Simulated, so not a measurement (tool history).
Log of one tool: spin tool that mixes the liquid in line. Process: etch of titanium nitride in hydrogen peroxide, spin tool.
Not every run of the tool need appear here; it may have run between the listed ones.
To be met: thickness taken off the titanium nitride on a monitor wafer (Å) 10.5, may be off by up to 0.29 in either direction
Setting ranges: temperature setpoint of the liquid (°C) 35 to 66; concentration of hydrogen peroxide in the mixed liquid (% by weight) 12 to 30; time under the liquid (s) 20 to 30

run,day,temperature setpoint of the liquid (°C),concentration of hydrogen peroxide in the mixed liquid (% by weight),time under the liquid (s),thickness taken off the titanium nitride on a monitor wafer (Å)
1,0,51,22,30,26.35
2,0.171,51,22,30,26.331
3,0.238,47,22,30,19.656
4,0.288,47,25,30,20.529
5,0.5,44.5,25,30,17.16
6,0.688,44.5,23.5,30,16.605
7,0.992,43,23.5,30,14.879
8,1.029,42,23.5,30,13.955
9,1.279,41,23.5,30,12.703
10,1.45,40.5,23.5,30,12.411
11,1.608,40,23.5,30,12.038
12,1.921,39.5,23.5,30,11.516
13,2.192,39,23.5,30,11.095

Below are 5 possible settings for the next run. Only one of them brings all results inside the allowed miss of their targets. Which is it?
A,2.462,40.5,22,30,?
B,2.462,41.5,18.5,25,?
C,2.462,43,22,20,?
D,2.462,40,24.5,30,?
E,2.462,37.5,22,30,?

move,thickness taken off the titanium nitride on a monitor wafer (Å)
A,12.067
B,10.459
C,9.7298
D,11.887
E,9.5663
A: further off than the last run
B: every result within its allowed miss
C: takes the result that was furthest off past its target
D: further off than the last run
E: takes the result that was furthest off past its target
The move that meets every target is B.

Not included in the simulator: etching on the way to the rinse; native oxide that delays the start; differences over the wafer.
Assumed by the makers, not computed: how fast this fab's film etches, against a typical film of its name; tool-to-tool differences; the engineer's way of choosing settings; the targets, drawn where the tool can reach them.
